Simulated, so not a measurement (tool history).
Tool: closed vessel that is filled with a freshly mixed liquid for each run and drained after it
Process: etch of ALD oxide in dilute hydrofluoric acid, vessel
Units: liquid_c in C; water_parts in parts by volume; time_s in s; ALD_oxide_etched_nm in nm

run  hour  liquid_c  water_parts  time_s  ALD_oxide_etched_nm
  1   0.0      20.0          150      30               2.3365
  2   2.0      17.5          150      30               2.1256
  3   7.2      17.5          175      30               1.7574
  4  13.5      17.5          175      30               1.7526
  5  19.7      17.5          130      30               2.5052
  6  27.6      17.5           95      30               3.5836
  7  36.3      19.5           80      30               4.6210

Forecast run 8:
  8  44.5      21.5           75      30                    ?

{"run 8": {"ALD_oxide_etched_nm": 5.4526}}

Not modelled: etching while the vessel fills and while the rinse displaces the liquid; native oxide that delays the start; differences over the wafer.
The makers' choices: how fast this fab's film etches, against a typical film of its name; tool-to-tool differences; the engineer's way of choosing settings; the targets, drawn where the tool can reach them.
